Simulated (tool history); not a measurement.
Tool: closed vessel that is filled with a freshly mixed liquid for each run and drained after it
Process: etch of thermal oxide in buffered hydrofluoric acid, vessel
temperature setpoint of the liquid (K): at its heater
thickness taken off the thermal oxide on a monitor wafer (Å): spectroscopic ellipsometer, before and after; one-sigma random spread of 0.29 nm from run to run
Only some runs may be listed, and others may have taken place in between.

run	hour	temperature setpoint of the liquid (K)	parts of 40 % ammonium fluoride to one part of 49 % hydrofluoric acid (parts by volume)	time in the liquid (s)	thickness taken off the thermal oxide on a monitor wafer (Å)
1	0	295.15	13.5	85	680.82
2	1.2	295.15	13.5	85	671.25
3	5.4	294.65	14	85	623.51
4	13.4	294.15	14	85	614.58
5	15.9	294.15	17.5	85	493.87
6	21.3	296.15	17.5	85	556.21
7	28.9	295.65	17.5	85	531.92
8	30.9	295.15	17.5	85	518.91
9	38.7	294.65	17.5	85	507.8
10	41.8	294.15	17.5	85	500.84

Expected results for the next run?
11	43.2	293.65	17.5	85	?

thickness taken off the thermal oxide on a monitor wafer (Å): 482.3

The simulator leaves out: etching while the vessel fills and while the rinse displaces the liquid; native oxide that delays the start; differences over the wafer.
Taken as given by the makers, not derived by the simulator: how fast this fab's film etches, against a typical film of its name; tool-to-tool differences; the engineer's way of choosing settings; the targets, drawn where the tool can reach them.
